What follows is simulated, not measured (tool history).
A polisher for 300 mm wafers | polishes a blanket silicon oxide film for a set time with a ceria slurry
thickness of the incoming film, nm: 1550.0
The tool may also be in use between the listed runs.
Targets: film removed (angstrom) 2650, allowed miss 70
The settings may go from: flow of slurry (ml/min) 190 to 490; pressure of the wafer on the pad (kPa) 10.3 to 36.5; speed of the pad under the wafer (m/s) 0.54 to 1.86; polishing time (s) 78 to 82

run,hour,flow of slurry (ml/min),pressure of the wafer on the pad (kPa),speed of the pad under the wafer (m/s),polishing time (s),film removed (angstrom)
1,0,315,23.4,1.18,78,4100.3
2,1.9,315,23.4,1.18,82,4345.2
3,3.4,315,21.4,1.18,82,4070
4,8.1,365,21.4,1.18,82,4055.9
5,11.9,365,21.4,1.02,82,3752.5
6,15.1,365,21.4,0.86,82,3328.5
7,20,360,20.7,0.86,82,3330.8
8,28.4,360,20,0.86,82,3240
9,32.8,360,19.3,0.86,82,3195.1
10,37.4,360,18.6,0.86,82,3076.5

Which of these 4 next moves meets every target?
A,42,280,20,0.6,78,?
B,42,380,18.6,0.8,78,?
C,42,380,13.8,1.04,78,?
D,42,385,15.2,1.04,78,?

move,film removed (angstrom)
A,2529.7
B,2834.6
C,2694.5
D,2865.3
A: takes the result that was furthest off past its target
B: nearer than the last run, and not there yet
C: meets every target
D: nearer than the last run, and not there yet
The right move is C.
